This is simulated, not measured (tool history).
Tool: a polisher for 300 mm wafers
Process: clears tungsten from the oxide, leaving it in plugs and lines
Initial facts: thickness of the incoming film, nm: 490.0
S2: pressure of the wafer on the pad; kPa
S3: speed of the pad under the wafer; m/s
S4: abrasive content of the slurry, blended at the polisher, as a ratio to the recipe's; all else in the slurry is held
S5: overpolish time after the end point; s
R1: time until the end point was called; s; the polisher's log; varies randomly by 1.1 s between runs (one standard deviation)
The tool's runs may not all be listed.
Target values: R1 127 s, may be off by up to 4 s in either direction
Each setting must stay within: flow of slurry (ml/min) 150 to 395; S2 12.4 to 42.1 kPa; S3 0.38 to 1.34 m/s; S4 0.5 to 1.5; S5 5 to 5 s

Run 1, day 0: flow of slurry (ml/min) 250, S2 26.9 kPa, S3 0.86 m/s, S4 1, S5 5 s. Result: R1 150.54 s.
Run 2, day 0.208: flow of slurry (ml/min) 250, S2 27.6 kPa, S3 0.86 m/s, S4 1, S5 5 s. Result: R1 147.41 s.
Run 3, day 0.242: flow of slurry (ml/min) 250, S2 28.3 kPa, S3 0.86 m/s, S4 1, S5 5 s. Result: R1 144.98 s.
Run 4, day 0.446: flow of slurry (ml/min) 250, S2 29 kPa, S3 0.86 m/s, S4 1, S5 5 s. Result: R1 141.61 s.
Run 5, day 0.712: flow of slurry (ml/min) 250, S2 24.1 kPa, S3 0.86 m/s, S4 1, S5 5 s. Result: R1 166.91 s.
Run 6, day 0.867: flow of slurry (ml/min) 250, S2 24.8 kPa, S3 0.86 m/s, S4 1, S5 5 s. Result: R1 164.5 s.
Run 7, day 1.079: flow of slurry (ml/min) 250, S2 25.5 kPa, S3 0.86 m/s, S4 1, S5 5 s. Result: R1 157.82 s.
Run 8, day 1.225: flow of slurry (ml/min) 250, S2 26.2 kPa, S3 0.86 m/s, S4 1, S5 5 s. Result: R1 157.32 s.
Run 9, day 1.262: flow of slurry (ml/min) 250, S2 26.2 kPa, S3 0.86 m/s, S4 1, S5 5 s. Result: R1 159.33 s.
Run 10, day 1.283: flow of slurry (ml/min) 250, S2 26.9 kPa, S3 0.86 m/s, S4 1, S5 5 s. Result: R1 152.52 s.
Run 11, day 1.317: flow of slurry (ml/min) 250, S2 27.6 kPa, S3 0.86 m/s, S4 1, S5 5 s. Result: R1 147.31 s.
Run 12, day 1.454: flow of slurry (ml/min) 250, S2 28.3 kPa, S3 0.86 m/s, S4 1, S5 5 s. Result: R1 142.72 s.
Run 13, day 1.821: flow of slurry (ml/min) 255, S2 29.6 kPa, S3 0.86 m/s, S4 1, S5 5 s. Result: R1 137.25 s.

Consider the 4 candidate settings below. Which is the only one whose results all fall within their allowed miss of target?
Run A, day 2.188: flow of slurry (ml/min) 250, S2 28.3 kPa, S3 0.94 m/s, S4 1.15, S5 5 s. Result: R1 ?.
Run B, day 2.188: flow of slurry (ml/min) 325, S2 29 kPa, S3 0.78 m/s, S4 1.05, S5 5 s. Result: R1 ?.
Run C, day 2.188: flow of slurry (ml/min) 280, S2 29.6 kPa, S3 0.8 m/s, S4 0.95, S5 5 s. Result: R1 ?.
Run D, day 2.188: flow of slurry (ml/min) 180, S2 34.5 kPa, S3 0.7 m/s, S4 1.05, S5 5 s. Result: R1 ?.

move      R1
   A  127.59
   B  149.48
   C  148.34
   D  148.92
A: every result within its allowed miss
B: the biggest miss grows against the last run
C: the biggest miss grows against the last run
D: the biggest miss grows against the last run
Move A is the one to make.

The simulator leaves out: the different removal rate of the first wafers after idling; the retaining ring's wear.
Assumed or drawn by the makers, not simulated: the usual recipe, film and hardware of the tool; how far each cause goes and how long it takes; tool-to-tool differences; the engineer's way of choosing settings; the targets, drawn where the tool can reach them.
